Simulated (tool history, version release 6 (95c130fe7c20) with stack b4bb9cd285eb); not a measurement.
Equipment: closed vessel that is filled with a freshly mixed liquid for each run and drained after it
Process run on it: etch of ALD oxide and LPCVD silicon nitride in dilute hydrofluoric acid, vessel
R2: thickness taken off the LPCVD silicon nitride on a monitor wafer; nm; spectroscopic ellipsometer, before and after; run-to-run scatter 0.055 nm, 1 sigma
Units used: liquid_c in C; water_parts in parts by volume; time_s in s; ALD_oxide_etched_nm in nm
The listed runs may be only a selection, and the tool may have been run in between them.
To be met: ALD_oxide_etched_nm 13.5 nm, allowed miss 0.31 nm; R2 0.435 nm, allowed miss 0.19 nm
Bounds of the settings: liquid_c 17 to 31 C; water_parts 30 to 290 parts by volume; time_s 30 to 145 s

{"run": 1, "day": 0.0, "liquid_c": 23, "water_parts": 160, "time_s": 75, "ALD_oxide_etched_nm": 8.0408, "R2": 0.25968}
{"run": 2, "day": 0.208, "liquid_c": 25, "water_parts": 150, "time_s": 75, "ALD_oxide_etched_nm": 9.4584, "R2": 0.32092}
{"run": 3, "day": 0.279, "liquid_c": 25, "water_parts": 150, "time_s": 90, "ALD_oxide_etched_nm": 11.2, "R2": 0.29391}
{"run": 4, "day": 0.654, "liquid_c": 25, "water_parts": 180, "time_s": 90, "ALD_oxide_etched_nm": 9.0573, "R2": 0.23986}
{"run": 5, "day": 1.021, "liquid_c": 27, "water_parts": 175, "time_s": 90, "ALD_oxide_etched_nm": 10.065, "R2": 0.27797}
{"run": 6, "day": 1.208, "liquid_c": 28, "water_parts": 170, "time_s": 90, "ALD_oxide_etched_nm": 10.906, "R2": 0.34087}
{"run": 7, "day": 1.358, "liquid_c": 28.5, "water_parts": 165, "time_s": 90, "ALD_oxide_etched_nm": 11.495, "R2": 0.38567}
{"run": 8, "day": 1.433, "liquid_c": 29, "water_parts": 160, "time_s": 90, "ALD_oxide_etched_nm": 12.084, "R2": 0.51713}
{"run": 9, "day": 1.675, "liquid_c": 28.5, "water_parts": 155, "time_s": 90, "ALD_oxide_etched_nm": 12.527, "R2": 0.48653}
{"run": 10, "day": 1.796, "liquid_c": 28.5, "water_parts": 150, "time_s": 90, "ALD_oxide_etched_nm": 12.859, "R2": 0.36944}
{"run": 11, "day": 1.833, "liquid_c": 29, "water_parts": 150, "time_s": 90, "ALD_oxide_etched_nm": 13.146, "R2": 0.50694}
{"run": 12, "day": 2.188, "liquid_c": 28.5, "water_parts": 150, "time_s": 90, "ALD_oxide_etched_nm": 13.002, "R2": 0.4016}
{"run": 13, "day": 2.354, "liquid_c": 29, "water_parts": 150, "time_s": 90, "ALD_oxide_etched_nm": 13.01, "R2": 0.43279}

5 candidate next runs follow, results not yet known. Just one meets every target within its allowed miss. Identify it.
{"run": "A", "day": 2.521, "liquid_c": 28, "water_parts": 160, "time_s": 95, "ALD_oxide_etched_nm": "?", "R2": "?"}
{"run": "B", "day": 2.521, "liquid_c": 29, "water_parts": 140, "time_s": 85, "ALD_oxide_etched_nm": "?", "R2": "?"}
{"run": "C", "day": 2.521, "liquid_c": 27, "water_parts": 145, "time_s": 90, "ALD_oxide_etched_nm": "?", "R2": "?"}
{"run": "D", "day": 2.521, "liquid_c": 30.5, "water_parts": 125, "time_s": 65, "ALD_oxide_etched_nm": "?", "R2": "?"}
{"run": "E", "day": 2.521, "liquid_c": 26, "water_parts": 155, "time_s": 95, "ALD_oxide_etched_nm": "?", "R2": "?"}

move=A ALD_oxide_etched_nm=12.389 R2=0.35687
move=B ALD_oxide_etched_nm=13.477 R2=0.38868
move=C ALD_oxide_etched_nm=12.716 R2=0.3506
move=D ALD_oxide_etched_nm=12.44 R2=0.36571
move=E ALD_oxide_etched_nm=11.952 R2=0.32503
A: further off than the last run
B: every result within its allowed miss
C: further off than the last run
D: further off than the last run
E: further off than the last run
Answer: B
